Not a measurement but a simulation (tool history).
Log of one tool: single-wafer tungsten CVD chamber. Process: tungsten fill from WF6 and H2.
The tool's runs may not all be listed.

| run | day | heater temperature setpoint (K) | chamber pressure (Pa) | deposition time (s) | mean film thickness on the monitor wafer (nm) |
|---|---|---|---|---|---|
| 1 | 0.000 | 673.15 | 6533 | 9.7 | 39.152 |
| 2 | 0.038 | 666.15 | 6533 | 9.7 | 33.927 |
| 3 | 0.354 | 666.15 | 6533 | 9.2 | 32.176 |
| 4 | 0.583 | 671.15 | 6559 | 9.2 | 35.949 |
| 5 | 0.729 | 676.15 | 6559 | 9.2 | 39.553 |
|  | 1.000 | thermocouple changed; heater temperature recalibrated |
| 6 | 1.000 | 676.15 | 7439 | 9.2 | 39.744 |
| 7 | 1.275 | 679.15 | 7466 | 9.2 | 42.237 |
| 8 | 1.512 | 682.15 | 7493 | 9.2 | 44.990 |

The next listed run, before its measurement:
| 9 | 1.779 | 684.15 | 7519 | 9.2 | ? |

Run 9 gave mean film thickness on the monitor wafer (nm) 46.507.
